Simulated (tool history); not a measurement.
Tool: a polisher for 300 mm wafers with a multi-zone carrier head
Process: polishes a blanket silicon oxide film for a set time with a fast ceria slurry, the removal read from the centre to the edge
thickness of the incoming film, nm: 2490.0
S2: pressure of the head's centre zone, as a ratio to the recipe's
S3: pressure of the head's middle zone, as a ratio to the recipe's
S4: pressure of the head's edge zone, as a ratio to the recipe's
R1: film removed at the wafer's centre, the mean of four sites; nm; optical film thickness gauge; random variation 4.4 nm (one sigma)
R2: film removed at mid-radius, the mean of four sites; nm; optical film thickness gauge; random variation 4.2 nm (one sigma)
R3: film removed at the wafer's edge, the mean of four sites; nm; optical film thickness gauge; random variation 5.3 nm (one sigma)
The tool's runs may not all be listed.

{"run": 1, "hour": 0.0, "flow of slurry (ml/min)": 165, "S2": 1.0, "S3": 1.0, "S4": 1.0, "polishing time (s)": 32, "R1": 545.34, "R2": 512.26, "R3": 555.39}
{"run": 2, "hour": 7.2, "flow of slurry (ml/min)": 160, "S2": 1.0, "S3": 0.99, "S4": 0.98, "polishing time (s)": 32, "R1": 543.59, "R2": 515.95, "R3": 534.35}
{"run": 3, "hour": 14.1, "flow of slurry (ml/min)": 160, "S2": 1.0, "S3": 0.99, "S4": 0.9, "polishing time (s)": 32, "R1": 546.37, "R2": 504.19, "R3": 516.64}
{"run": 4, "hour": 22.2, "flow of slurry (ml/min)": 160, "S2": 1.0, "S3": 0.99, "S4": 0.9, "polishing time (s)": 29, "R1": 482.57, "R2": 460.0, "R3": 473.63}
{"run": 5, "hour": 26.3, "flow of slurry (ml/min)": 160, "S2": 1.0, "S3": 0.99, "S4": 0.93, "polishing time (s)": 29, "R1": 499.87, "R2": 468.44, "R3": 468.25}
{"run": 6, "hour": 34.4, "flow of slurry (ml/min)": 190, "S2": 1.0, "S3": 0.99, "S4": 0.93, "polishing time (s)": 29, "R1": 503.33, "R2": 476.86, "R3": 484.67}
{"run": 7, "hour": 35.9, "flow of slurry (ml/min)": 185, "S2": 1.0, "S3": 0.98, "S4": 0.93, "polishing time (s)": 29, "R1": 507.31, "R2": 470.75, "R3": 479.53}
{"run": 8, "hour": 39.0, "flow of slurry (ml/min)": 180, "S2": 1.0, "S3": 0.97, "S4": 0.93, "polishing time (s)": 29, "R1": 506.04, "R2": 460.93, "R3": 489.44}

The next listed run, before its measurement:
{"run": 9, "hour": 41.0, "flow of slurry (ml/min)": 180, "S2": 1.0, "S3": 0.97, "S4": 0.93, "polishing time (s)": 29, "R1": "?", "R2": "?", "R3": "?"}

{"run 9": {"R1": 513.3, "R2": 472.39, "R3": 484.01}}
